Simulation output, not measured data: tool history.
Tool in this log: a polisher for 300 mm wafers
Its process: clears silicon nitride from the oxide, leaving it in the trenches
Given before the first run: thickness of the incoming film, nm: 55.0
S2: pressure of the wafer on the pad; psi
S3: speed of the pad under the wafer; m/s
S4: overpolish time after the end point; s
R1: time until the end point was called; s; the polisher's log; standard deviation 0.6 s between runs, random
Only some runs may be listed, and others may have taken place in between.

run 1 hour=0.0 | flow_of_slurry_(ml/min)=205 S2=1.9 S3=1.06 S4=5 | R1=84.138
run 2 hour=4.0 | flow_of_slurry_(ml/min)=205 S2=1.9 S3=0.82 S4=5 | R1=106.840
run 3 hour=8.9 | flow_of_slurry_(ml/min)=205 S2=1.9 S3=0.72 S4=5 | R1=121.040
run 4 hour=14.9 | flow_of_slurry_(ml/min)=235 S2=1.9 S3=0.72 S4=5 | R1=118.580
run 5 hour=21.5 | flow_of_slurry_(ml/min)=235 S2=1.7 S3=0.72 S4=5 | R1=130.100
run 6 hour=22.8 | flow_of_slurry_(ml/min)=235 S2=1.7 S3=0.72 S4=5 | R1=130.800
run 7 hour=26.8 | flow_of_slurry_(ml/min)=235 S2=1.7 S3=0.72 S4=5 | R1=129.880
run 8 hour=33.1 | flow_of_slurry_(ml/min)=235 S2=2.0 S3=0.78 S4=5 | R1=108.740

Run 9 has not been measured yet. What should we expect?
run 9 hour=41.3 | flow_of_slurry_(ml/min)=235 S2=2.2 S3=0.86 S4=5 | R1=?

{"run 9": {"R1": 93.196}}

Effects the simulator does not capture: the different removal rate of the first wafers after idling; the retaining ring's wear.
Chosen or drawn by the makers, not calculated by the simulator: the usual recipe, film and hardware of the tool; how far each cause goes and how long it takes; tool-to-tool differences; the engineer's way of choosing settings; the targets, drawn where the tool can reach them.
